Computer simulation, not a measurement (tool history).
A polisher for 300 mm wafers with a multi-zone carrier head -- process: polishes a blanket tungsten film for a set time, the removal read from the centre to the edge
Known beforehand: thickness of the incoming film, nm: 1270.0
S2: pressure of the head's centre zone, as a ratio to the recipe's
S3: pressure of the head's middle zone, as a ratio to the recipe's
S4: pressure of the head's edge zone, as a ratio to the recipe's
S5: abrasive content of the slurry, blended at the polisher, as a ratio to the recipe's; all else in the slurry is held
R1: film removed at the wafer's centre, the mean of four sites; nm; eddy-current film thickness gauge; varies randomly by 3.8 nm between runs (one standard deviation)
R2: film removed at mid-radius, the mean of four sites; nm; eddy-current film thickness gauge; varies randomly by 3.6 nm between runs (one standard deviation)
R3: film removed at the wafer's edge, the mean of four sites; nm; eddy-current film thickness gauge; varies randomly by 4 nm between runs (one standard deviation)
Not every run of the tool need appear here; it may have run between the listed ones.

{"run": 1, "day": 0.0, "flow of slurry (ml/min)": 265, "S2": 1, "S3": 1, "S4": 1, "S5": 1, "polishing time (s)": 36, "R1": 222.63, "R2": 225.64, "R3": 220.02}
{"run": 2, "day": 0.354, "flow of slurry (ml/min)": 265, "S2": 1, "S3": 0.99, "S4": 1.03, "S5": 1.1, "polishing time (s)": 38, "R1": 244.6, "R2": 242.65, "R3": 237.11}
{"run": 3, "day": 0.546, "flow of slurry (ml/min)": 225, "S2": 1, "S3": 0.99, "S4": 1.03, "S5": 1.1, "polishing time (s)": 38, "R1": 243.4, "R2": 241.51, "R3": 239.8}
{"run": 4, "day": 0.9, "flow of slurry (ml/min)": 220, "S2": 0.99, "S3": 0.97, "S4": 1.05, "S5": 1.15, "polishing time (s)": 40, "R1": 254.94, "R2": 251.74, "R3": 254.44}
{"run": 5, "day": 1.196, "flow of slurry (ml/min)": 215, "S2": 0.98, "S3": 0.96, "S4": 1.07, "S5": 1.2, "polishing time (s)": 42, "R1": 275.9, "R2": 266.3, "R3": 276.85}
{"run": 6, "day": 1.271, "flow of slurry (ml/min)": 210, "S2": 0.97, "S3": 0.96, "S4": 1.08, "S5": 1.25, "polishing time (s)": 43, "R1": 268.93, "R2": 276.51, "R3": 290.73}

Run 7 is up next; what results do you expect?
{"run": 7, "day": 1.304, "flow of slurry (ml/min)": 210, "S2": 0.98, "S3": 0.96, "S4": 1.09, "S5": 1.3, "polishing time (s)": 44, "R1": "?", "R2": "?", "R3": "?"}

Run 7 came out at R1 293.15 nm, R2 284.47 nm, R3 296.99 nm.

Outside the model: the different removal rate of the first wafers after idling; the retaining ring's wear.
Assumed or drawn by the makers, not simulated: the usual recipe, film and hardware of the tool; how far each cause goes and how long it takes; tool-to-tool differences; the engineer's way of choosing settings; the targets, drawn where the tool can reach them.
